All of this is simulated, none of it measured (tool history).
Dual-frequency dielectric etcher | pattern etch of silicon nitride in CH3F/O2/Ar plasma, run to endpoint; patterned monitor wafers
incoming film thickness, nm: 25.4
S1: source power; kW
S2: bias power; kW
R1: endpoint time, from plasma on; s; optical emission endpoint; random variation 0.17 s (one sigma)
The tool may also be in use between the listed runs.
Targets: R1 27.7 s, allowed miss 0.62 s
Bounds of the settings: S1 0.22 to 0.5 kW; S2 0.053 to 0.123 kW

Run 1, hour 0: S1 0.36 kW, S2 0.088 kW. Result: R1 34.675 s.
Run 2, hour 3: S1 0.37 kW, S2 0.09 kW. Result: R1 33.881 s.
Run 3, hour 7.5: S1 0.37 kW, S2 0.076 kW. Result: R1 35.566 s.
Run 4, hour 13.1: S1 0.37 kW, S2 0.071 kW. Result: R1 36.301 s.
Run 5, hour 18.2: S1 0.37 kW, S2 0.064 kW. Result: R1 37.447 s.
Run 6, hour 19.2: S1 0.37 kW, S2 0.073 kW. Result: R1 36.322 s.
Run 7, hour 26.3: S1 0.38 kW, S2 0.076 kW. Result: R1 34.962 s.
Run 8, hour 29.1: S1 0.39 kW, S2 0.077 kW. Result: R1 34.664 s.
Run 9, hour 33.6: S1 0.4 kW, S2 0.079 kW. Result: R1 34.035 s.
Run 10, hour 35.1: S1 0.41 kW, S2 0.081 kW. Result: R1 33.504 s.
Run 11, hour 41.9: S1 0.42 kW, S2 0.084 kW. Result: R1 32.881 s.

4 next moves are on the table. One of them brings every result within its allowed miss. Which?
Run A, hour 48.7: S1 0.37 kW, S2 0.072 kW. Result: R1 ?.
Run B, hour 48.7: S1 0.5 kW, S2 0.106 kW. Result: R1 ?.
Run C, hour 48.7: S1 0.47 kW, S2 0.095 kW. Result: R1 ?.
Run D, hour 48.7: S1 0.3 kW, S2 0.069 kW. Result: R1 ?.

move      R1
   A  36.667
   B   27.79
   C  29.692
   D  41.835
A: further off than the last run
B: meets every target
C: nearer than the last run, and not there yet
D: further off than the last run
Move B is the one to make.

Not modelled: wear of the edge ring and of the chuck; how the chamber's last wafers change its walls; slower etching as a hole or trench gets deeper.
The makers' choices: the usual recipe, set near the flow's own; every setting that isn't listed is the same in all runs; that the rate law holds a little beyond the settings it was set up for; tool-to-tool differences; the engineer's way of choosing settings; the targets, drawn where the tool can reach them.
